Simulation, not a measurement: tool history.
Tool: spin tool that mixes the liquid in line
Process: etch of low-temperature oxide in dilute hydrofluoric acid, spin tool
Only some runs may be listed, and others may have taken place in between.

| run | hour | temperature setpoint of the liquid (C) | parts of water to one part of 49 % hydrofluoric acid (parts by volume) | time under the liquid (s) | thickness taken off the low-temperature oxide on a monitor wafer (nm) |
|---|---|---|---|---|---|
| 1 | 0 | 25 | 55 | 30 | 6.7314 |
| 2 | 5.9 | 25 | 60 | 30 | 6.0449 |
| 3 | 6.4 | 27.5 | 50 | 30 | 8.1719 |
| 4 | 12.1 | 25 | 50 | 30 | 7.4149 |
| 5 | 12.9 | 25 | 30 | 30 | 12.522 |
| 6 | 14.6 | 27 | 30 | 30 | 13.711 |
| 7 | 18.8 | 27 | 30 | 30 | 13.816 |
| 8 | 19.7 | 28 | 30 | 30 | 14.384 |
| 9 | 23.4 | 29 | 30 | 30 | 14.832 |
| 10 | 28.3 | 30 | 30 | 30 | 15.557 |

Forecast run 11:
| 11 | 31.6 | 30.5 | 30 | 30 | ? |

Logged for run 11: thickness taken off the low-temperature oxide on a monitor wafer (nm) 15.862.
